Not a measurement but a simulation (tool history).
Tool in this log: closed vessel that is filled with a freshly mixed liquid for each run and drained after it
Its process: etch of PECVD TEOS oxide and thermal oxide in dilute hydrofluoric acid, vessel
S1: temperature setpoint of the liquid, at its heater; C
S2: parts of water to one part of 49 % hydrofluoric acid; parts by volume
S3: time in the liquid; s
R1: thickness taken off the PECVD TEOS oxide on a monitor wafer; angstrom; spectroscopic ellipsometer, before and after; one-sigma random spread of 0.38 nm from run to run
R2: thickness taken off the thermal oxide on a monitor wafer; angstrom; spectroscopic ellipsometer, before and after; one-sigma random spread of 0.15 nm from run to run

run,hour,S1,S2,S3,R1,R2
1,0.0,21.0,100,155,164.82,59.590
2,3.9,21.0,100,200,211.41,77.342
3,6.6,23.0,100,200,229.78,84.548
4,13.0,24.5,75,200,335.44,122.710
5,17.9,26.0,60,200,455.00,166.300
6,23.1,26.0,60,230,525.32,190.730
7,24.9,27.0,55,230,595.23,218.880
8,26.6,27.5,50,230,674.31,246.550

Run 9 is up next; what results do you expect?
9,30.4,28.0,50,230,?,?

{"run 9": {"R1": 695.91, "R2": 251.48}}

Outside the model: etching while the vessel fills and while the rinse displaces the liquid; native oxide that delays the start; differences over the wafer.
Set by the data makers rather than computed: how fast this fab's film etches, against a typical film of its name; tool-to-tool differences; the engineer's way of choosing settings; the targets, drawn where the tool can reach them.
